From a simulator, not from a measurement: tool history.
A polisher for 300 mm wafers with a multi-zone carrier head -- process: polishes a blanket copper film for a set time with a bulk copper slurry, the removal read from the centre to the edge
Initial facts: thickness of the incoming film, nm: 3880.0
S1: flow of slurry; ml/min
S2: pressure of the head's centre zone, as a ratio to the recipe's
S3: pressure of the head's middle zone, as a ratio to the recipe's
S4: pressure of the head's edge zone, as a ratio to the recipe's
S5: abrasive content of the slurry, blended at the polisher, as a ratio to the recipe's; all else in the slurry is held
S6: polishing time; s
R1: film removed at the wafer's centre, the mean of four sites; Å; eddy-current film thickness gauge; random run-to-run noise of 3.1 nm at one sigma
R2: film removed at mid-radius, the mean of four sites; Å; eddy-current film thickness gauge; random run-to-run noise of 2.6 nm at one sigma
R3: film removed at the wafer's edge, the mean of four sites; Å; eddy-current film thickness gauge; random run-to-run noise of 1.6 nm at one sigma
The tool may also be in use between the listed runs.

run,day,S1,S2,S3,S4,S5,S6,R1,R2,R3
1,0.000,175,1.00,1.00,1.00,1.00,36,2828.8,2689.5,2695.4
2,0.279,175,1.02,1.00,0.96,0.90,34,2667.3,2519.2,2461.5
3,0.354,175,1.02,0.91,0.96,0.90,34,2590.8,2329.3,2492.6
4,0.475,175,1.09,0.91,0.96,0.90,34,2761.7,2351.8,2470.4
5,0.662,175,1.09,0.86,0.96,0.90,34,2756.1,2202.2,2439.8
6,0.988,140,1.09,0.86,0.96,0.90,34,2638.6,2124.0,2399.7
7,1.350,145,1.10,0.89,0.93,0.80,33,2588.2,2076.4,2251.3

What will run 8 give?
8,1.396,145,1.10,0.92,0.90,0.75,32,?,?,?

For run 8 the tool returned R1 2536.9 Å, R2 2100.2 Å, R3 2173.4 Å.
